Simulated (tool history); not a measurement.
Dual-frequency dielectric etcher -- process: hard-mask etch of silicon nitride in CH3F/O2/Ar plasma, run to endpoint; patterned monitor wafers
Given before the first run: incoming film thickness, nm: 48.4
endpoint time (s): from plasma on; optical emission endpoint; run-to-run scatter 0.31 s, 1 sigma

run	hour	source power (kW)	bias power (kW)	endpoint time (s)
1	0	0.53	0.096	61.137
2	1.5	0.53	0.113	57.112
3	9.7	0.58	0.113	54.528
4	16.6	0.54	0.109	57.371
5	23.8	0.51	0.106	59.267
6	31.9	0.48	0.102	61.329
7	32.6	0.46	0.098	64.081
8	41.4	0.44	0.096	65.577
9	46.5	0.42	0.095	67.107

What will run 10 give?
10	51.7	0.41	0.094	?

Run 10 measured endpoint time (s) 68.291.

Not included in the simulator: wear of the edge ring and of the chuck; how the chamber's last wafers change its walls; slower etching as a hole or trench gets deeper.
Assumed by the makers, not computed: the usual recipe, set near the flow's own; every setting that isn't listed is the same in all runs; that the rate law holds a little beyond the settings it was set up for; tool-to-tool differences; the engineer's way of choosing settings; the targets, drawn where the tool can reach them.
